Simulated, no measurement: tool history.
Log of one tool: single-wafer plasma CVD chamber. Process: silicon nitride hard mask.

run	hour	heater temperature setpoint (°C)	chamber pressure (mTorr)	RF power (W)	deposition time (s)	mean film thickness on the monitor wafer (nm)
1	0	415	1610	315	22.1	25.653
2	5.9	415	1610	315	22.8	26.684
3	13.2	415	1610	360	22.8	28.517
4	18.4	415	1520	350	22.8	28.001
5	21.6	415	1520	305	22.8	25.748
6	24.3	415	1390	305	22.8	25.03
7	30.4	415	1330	305	22.8	24.759

Run 8 comes next. What will it give?
8	32.3	415	1280	305	22.8	?

mean film thickness on the monitor wafer (nm): 24.417

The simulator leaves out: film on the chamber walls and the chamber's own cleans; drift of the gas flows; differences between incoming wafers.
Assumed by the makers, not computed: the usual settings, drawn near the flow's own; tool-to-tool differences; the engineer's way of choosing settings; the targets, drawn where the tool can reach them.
